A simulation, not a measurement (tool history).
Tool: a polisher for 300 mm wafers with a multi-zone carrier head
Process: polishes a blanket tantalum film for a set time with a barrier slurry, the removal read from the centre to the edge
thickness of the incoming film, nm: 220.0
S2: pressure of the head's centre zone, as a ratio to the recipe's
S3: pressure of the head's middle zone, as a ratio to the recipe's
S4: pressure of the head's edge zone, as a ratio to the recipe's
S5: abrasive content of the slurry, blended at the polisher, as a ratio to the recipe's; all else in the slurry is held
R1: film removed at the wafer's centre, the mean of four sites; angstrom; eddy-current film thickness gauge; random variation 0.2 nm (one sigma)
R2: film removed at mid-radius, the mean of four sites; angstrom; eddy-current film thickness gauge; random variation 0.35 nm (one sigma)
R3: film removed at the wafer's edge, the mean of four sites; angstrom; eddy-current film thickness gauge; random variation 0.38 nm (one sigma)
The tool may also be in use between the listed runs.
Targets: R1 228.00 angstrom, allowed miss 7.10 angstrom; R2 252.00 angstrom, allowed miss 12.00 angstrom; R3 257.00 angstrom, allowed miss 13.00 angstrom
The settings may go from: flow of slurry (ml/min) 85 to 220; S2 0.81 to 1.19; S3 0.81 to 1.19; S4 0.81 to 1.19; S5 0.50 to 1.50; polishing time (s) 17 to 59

run 1 day=0.000 | flow_of_slurry_(ml/min)=140 S2=1.00 S3=1.00 S4=1.00 S5=1.00 polishing_time_(s)=38 | R1=430.70 R2=444.92 R3=412.35
run 2 day=0.250 | flow_of_slurry_(ml/min)=140 S2=1.07 S3=1.00 S4=1.00 S5=1.00 polishing_time_(s)=38 | R1=454.86 R2=440.31 R3=419.66
run 3 day=0.379 | flow_of_slurry_(ml/min)=125 S2=1.01 S3=0.97 S4=1.02 S5=0.85 polishing_time_(s)=35 | R1=373.49 R2=370.88 R3=367.02
run 4 day=0.683 | flow_of_slurry_(ml/min)=150 S2=1.01 S3=0.97 S4=1.02 S5=0.85 polishing_time_(s)=35 | R1=397.10 R2=386.41 R3=371.72
run 5 day=0.838 | flow_of_slurry_(ml/min)=150 S2=1.01 S3=0.97 S4=1.06 S5=0.85 polishing_time_(s)=35 | R1=390.97 R2=380.89 R3=392.96
run 6 day=1.071 | flow_of_slurry_(ml/min)=150 S2=1.01 S3=0.97 S4=1.06 S5=1.05 polishing_time_(s)=35 | R1=409.37 R2=409.10 R3=411.32
run 7 day=1.346 | flow_of_slurry_(ml/min)=135 S2=0.96 S3=0.96 S4=1.05 S5=0.90 polishing_time_(s)=33 | R1=343.13 R2=357.46 R3=362.96
run 8 day=1.542 | flow_of_slurry_(ml/min)=100 S2=0.86 S3=0.89 S4=0.95 S5=0.65 polishing_time_(s)=28 | R1=220.69 R2=241.49 R3=249.67

5 next moves are on the table. One of them brings every result within its allowed miss. Which?
run A day=1.738 | flow_of_slurry_(ml/min)=85 S2=0.83 S3=0.87 S4=1.02 S5=0.55 polishing_time_(s)=31 | R1=? R2=? R3=?
run B day=1.738 | flow_of_slurry_(ml/min)=100 S2=0.91 S3=0.96 S4=1.01 S5=0.85 polishing_time_(s)=26 | R1=? R2=? R3=?
run C day=1.738 | flow_of_slurry_(ml/min)=90 S2=0.87 S3=0.81 S4=1.03 S5=0.60 polishing_time_(s)=30 | R1=? R2=? R3=?
run D day=1.738 | flow_of_slurry_(ml/min)=115 S2=0.81 S3=0.82 S4=1.07 S5=0.75 polishing_time_(s)=26 | R1=? R2=? R3=?
run E day=1.738 | flow_of_slurry_(ml/min)=85 S2=0.87 S3=0.81 S4=1.04 S5=0.60 polishing_time_(s)=31 | R1=? R2=? R3=?

move=A R1=207.26 R2=237.31 R3=275.10
move=B R1=225.55 R2=252.63 R3=262.90
move=C R1=220.13 R2=225.85 R3=277.04
move=D R1=204.84 R2=225.30 R3=271.50
move=E R1=221.54 R2=228.18 R3=283.45
A: further off than the last run
B: meets every target
C: further off than the last run
D: further off than the last run
E: brings the result that was furthest off to its target, and leaves another outside
The right move is B.

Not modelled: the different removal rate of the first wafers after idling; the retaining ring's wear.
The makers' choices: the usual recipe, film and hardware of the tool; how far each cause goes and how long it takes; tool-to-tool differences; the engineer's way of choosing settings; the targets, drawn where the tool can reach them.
